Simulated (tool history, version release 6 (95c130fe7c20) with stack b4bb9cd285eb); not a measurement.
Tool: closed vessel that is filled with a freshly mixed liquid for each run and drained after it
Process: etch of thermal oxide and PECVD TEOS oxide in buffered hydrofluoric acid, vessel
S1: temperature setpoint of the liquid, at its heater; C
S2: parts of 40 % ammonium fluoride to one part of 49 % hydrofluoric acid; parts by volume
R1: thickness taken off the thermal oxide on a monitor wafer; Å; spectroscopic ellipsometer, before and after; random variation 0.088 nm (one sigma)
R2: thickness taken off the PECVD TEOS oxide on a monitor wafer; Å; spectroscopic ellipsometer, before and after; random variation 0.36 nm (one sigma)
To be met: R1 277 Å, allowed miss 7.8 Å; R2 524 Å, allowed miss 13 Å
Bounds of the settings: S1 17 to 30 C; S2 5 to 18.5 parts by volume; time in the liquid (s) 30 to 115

{"run": 1, "hour": 0.0, "S1": 22, "S2": 11.5, "time in the liquid (s)": 60, "R1": 578.18, "R2": 1074.8}
{"run": 2, "hour": 1.7, "S1": 21.5, "S2": 12, "time in the liquid (s)": 60, "R1": 536.16, "R2": 1018.2}
{"run": 3, "hour": 6.1, "S1": 21.5, "S2": 12, "time in the liquid (s)": 40, "R1": 355.96, "R2": 668.3}
{"run": 4, "hour": 13.0, "S1": 21, "S2": 12, "time in the liquid (s)": 40, "R1": 349.49, "R2": 656.65}
{"run": 5, "hour": 17.8, "S1": 20.5, "S2": 12, "time in the liquid (s)": 40, "R1": 337.94, "R2": 636.52}
{"run": 6, "hour": 24.5, "S1": 20, "S2": 12, "time in the liquid (s)": 40, "R1": 328.57, "R2": 622.04}
{"run": 7, "hour": 31.8, "S1": 19.5, "S2": 12, "time in the liquid (s)": 40, "R1": 320.37, "R2": 604.21}
{"run": 8, "hour": 37.2, "S1": 19, "S2": 12, "time in the liquid (s)": 40, "R1": 312.02, "R2": 588.43}
{"run": 9, "hour": 38.4, "S1": 18, "S2": 12, "time in the liquid (s)": 40, "R1": 293.68, "R2": 549.28}
{"run": 10, "hour": 39.8, "S1": 17.5, "S2": 12, "time in the liquid (s)": 40, "R1": 284.82, "R2": 535.23}

4 next moves are on the table. One of them brings every result within its allowed miss. Which?
{"run": "A", "hour": 41.2, "S1": 17, "S2": 11, "time in the liquid (s)": 40, "R1": "?", "R2": "?"}
{"run": "B", "hour": 41.2, "S1": 18.5, "S2": 13, "time in the liquid (s)": 40, "R1": "?", "R2": "?"}
{"run": "C", "hour": 41.2, "S1": 17, "S2": 10, "time in the liquid (s)": 35, "R1": "?", "R2": "?"}
{"run": "D", "hour": 41.2, "S1": 21.5, "S2": 16.5, "time in the liquid (s)": 45, "R1": "?", "R2": "?"}

move=A R1=301.62 R2=568.02
move=B R1=278.94 R2=525.31
move=C R1=289.62 R2=545.41
move=D R1=293.72 R2=553.13
A: further off than the last run
B: meets every target
C: further off than the last run
D: further off than the last run
The right move is B.
